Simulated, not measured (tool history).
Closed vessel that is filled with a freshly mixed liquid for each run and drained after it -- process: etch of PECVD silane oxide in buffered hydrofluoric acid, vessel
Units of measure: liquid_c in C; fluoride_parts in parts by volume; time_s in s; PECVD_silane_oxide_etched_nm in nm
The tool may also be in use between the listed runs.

run 1 hour=0.0 | liquid_c=22.0 fluoride_parts=18.0 time_s=85 | PECVD_silane_oxide_etched_nm=203.65
run 2 hour=2.4 | liquid_c=22.0 fluoride_parts=15.0 time_s=85 | PECVD_silane_oxide_etched_nm=240.69
run 3 hour=11.2 | liquid_c=22.0 fluoride_parts=15.0 time_s=90 | PECVD_silane_oxide_etched_nm=258.51
run 4 hour=17.4 | liquid_c=22.0 fluoride_parts=15.0 time_s=85 | PECVD_silane_oxide_etched_nm=242.23
run 5 hour=21.4 | liquid_c=22.0 fluoride_parts=15.0 time_s=90 | PECVD_silane_oxide_etched_nm=255.35
run 6 hour=26.0 | liquid_c=24.5 fluoride_parts=13.5 time_s=90 | PECVD_silane_oxide_etched_nm=330.25

For run 7, what comes out?
run 7 hour=32.6 | liquid_c=26.5 fluoride_parts=13.5 time_s=90 | PECVD_silane_oxide_etched_nm=?

PECVD_silane_oxide_etched_nm: 367.48 nm

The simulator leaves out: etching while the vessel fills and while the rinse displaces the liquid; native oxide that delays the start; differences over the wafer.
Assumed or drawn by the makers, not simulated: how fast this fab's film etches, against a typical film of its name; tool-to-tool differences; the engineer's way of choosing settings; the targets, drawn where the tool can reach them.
